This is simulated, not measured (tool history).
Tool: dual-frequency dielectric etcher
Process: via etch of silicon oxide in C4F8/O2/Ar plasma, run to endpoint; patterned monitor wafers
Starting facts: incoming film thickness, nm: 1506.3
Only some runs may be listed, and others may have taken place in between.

run 1 hour=0 | source_power_(W)=1780 bias_power_(W)=2793 | endpoint_time_(s)=268.09
run 2 hour=1 | source_power_(W)=1720 bias_power_(W)=2781 | endpoint_time_(s)=271.7
run 3 hour=1.9 | source_power_(W)=1580 bias_power_(W)=2781 | endpoint_time_(s)=278.05
run 4 hour=6.1 | source_power_(W)=1860 bias_power_(W)=2781 | endpoint_time_(s)=262.42
run 5 hour=15.1 | source_power_(W)=1790 bias_power_(W)=2767 | endpoint_time_(s)=265.3
run 6 hour=16.5 | source_power_(W)=1790 bias_power_(W)=2445 | endpoint_time_(s)=277.09
run 7 hour=23.7 | source_power_(W)=1740 bias_power_(W)=2436 | endpoint_time_(s)=281.77

What will run 8 give?
run 8 hour=32.5 | source_power_(W)=1700 bias_power_(W)=2430 | endpoint_time_(s)=?

endpoint time (s): 282.93
